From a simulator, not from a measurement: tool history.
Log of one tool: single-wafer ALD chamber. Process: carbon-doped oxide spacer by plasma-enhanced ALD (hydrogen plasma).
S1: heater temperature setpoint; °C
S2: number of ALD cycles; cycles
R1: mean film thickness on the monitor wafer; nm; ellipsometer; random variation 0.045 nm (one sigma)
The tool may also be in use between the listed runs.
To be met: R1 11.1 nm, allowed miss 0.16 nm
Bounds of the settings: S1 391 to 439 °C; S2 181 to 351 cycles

{"run": 1, "hour": 0.0, "S1": 415, "S2": 266, "R1": 12.482}
{"run": 2, "hour": 8.9, "S1": 415, "S2": 290, "R1": 13.645}
{"run": 3, "hour": 12.8, "S1": 415, "S2": 270, "R1": 12.707}
{"run": 4, "hour": 14.9, "S1": 415, "S2": 290, "R1": 13.692}
{"run": 5, "hour": 18.0, "S1": 415, "S2": 274, "R1": 13.007}
{"run": 6, "hour": 21.7, "S1": 418, "S2": 269, "R1": 12.614}
{"run": 7, "hour": 24.0, "S1": 419, "S2": 264, "R1": 12.349}
{"run": 8, "hour": 28.7, "S1": 421, "S2": 260, "R1": 12.076}
{"run": 9, "hour": 33.0, "S1": 423, "S2": 257, "R1": 11.801}
{"run": 10, "hour": 35.5, "S1": 425, "S2": 256, "R1": 11.773}
{"run": 11, "hour": 38.8, "S1": 426, "S2": 254, "R1": 11.592}
{"run": 12, "hour": 39.8, "S1": 428, "S2": 253, "R1": 11.513}
{"run": 13, "hour": 43.0, "S1": 429, "S2": 252, "R1": 11.408}
{"run": 14, "hour": 49.6, "S1": 430, "S2": 252, "R1": 11.381}
{"run": 15, "hour": 54.6, "S1": 431, "S2": 252, "R1": 11.322}
{"run": 16, "hour": 59.1, "S1": 432, "S2": 252, "R1": 11.315}

Which of these 5 next moves meets every target?
{"run": "A", "hour": 63.6, "S1": 436, "S2": 242, "R1": "?"}
{"run": "B", "hour": 63.6, "S1": 419, "S2": 248, "R1": "?"}
{"run": "C", "hour": 63.6, "S1": 435, "S2": 260, "R1": "?"}
{"run": "D", "hour": 63.6, "S1": 439, "S2": 252, "R1": "?"}
{"run": "E", "hour": 63.6, "S1": 430, "S2": 253, "R1": "?"}

move=A R1=10.742
move=B R1=11.597
move=C R1=11.578
move=D R1=11.081
move=E R1=11.442
A: takes the result that was furthest off past its target
B: further off than the last run
C: further off than the last run
D: meets every target
E: further off than the last run
Answer: D
